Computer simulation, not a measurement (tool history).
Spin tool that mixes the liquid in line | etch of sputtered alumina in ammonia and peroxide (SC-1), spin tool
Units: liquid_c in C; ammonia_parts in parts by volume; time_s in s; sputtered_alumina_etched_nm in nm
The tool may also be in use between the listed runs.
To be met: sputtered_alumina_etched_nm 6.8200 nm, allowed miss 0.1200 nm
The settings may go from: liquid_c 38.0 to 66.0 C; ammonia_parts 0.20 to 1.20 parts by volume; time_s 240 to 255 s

run 1 hour=0.0 | liquid_c=50.0 ammonia_parts=0.70 time_s=240 | sputtered_alumina_etched_nm=11.2070
run 2 hour=3.0 | liquid_c=47.0 ammonia_parts=0.70 time_s=240 | sputtered_alumina_etched_nm=9.5654
run 3 hour=4.8 | liquid_c=45.0 ammonia_parts=0.70 time_s=240 | sputtered_alumina_etched_nm=8.4997
run 4 hour=13.5 | liquid_c=45.0 ammonia_parts=0.80 time_s=240 | sputtered_alumina_etched_nm=8.5563
run 5 hour=16.9 | liquid_c=43.5 ammonia_parts=0.80 time_s=240 | sputtered_alumina_etched_nm=7.9578
run 6 hour=24.1 | liquid_c=42.5 ammonia_parts=0.80 time_s=240 | sputtered_alumina_etched_nm=7.4034
run 7 hour=28.6 | liquid_c=42.0 ammonia_parts=0.80 time_s=240 | sputtered_alumina_etched_nm=7.2206
-- hour=32.6 new drum of ammonia solution connected
run 8 hour=32.6 | liquid_c=42.0 ammonia_parts=0.80 time_s=240 | sputtered_alumina_etched_nm=7.3132
run 9 hour=36.8 | liquid_c=41.5 ammonia_parts=0.80 time_s=240 | sputtered_alumina_etched_nm=7.0859

4 next moves are on the table. One of them brings every result within its allowed miss. Which?
run A hour=41.0 | liquid_c=42.0 ammonia_parts=0.55 time_s=240 | sputtered_alumina_etched_nm=?
run B hour=41.0 | liquid_c=40.0 ammonia_parts=0.65 time_s=255 | sputtered_alumina_etched_nm=?
run C hour=41.0 | liquid_c=42.0 ammonia_parts=0.65 time_s=240 | sputtered_alumina_etched_nm=?
run D hour=41.0 | liquid_c=39.5 ammonia_parts=0.55 time_s=255 | sputtered_alumina_etched_nm=?

move=A sputtered_alumina_etched_nm=7.0111
move=B sputtered_alumina_etched_nm=6.7322
move=C sputtered_alumina_etched_nm=7.1236
move=D sputtered_alumina_etched_nm=6.4328
A: nearer than the last run, and not there yet
B: meets every target
C: further off than the last run
D: takes the result that was furthest off past its target
Move B is the one to make.
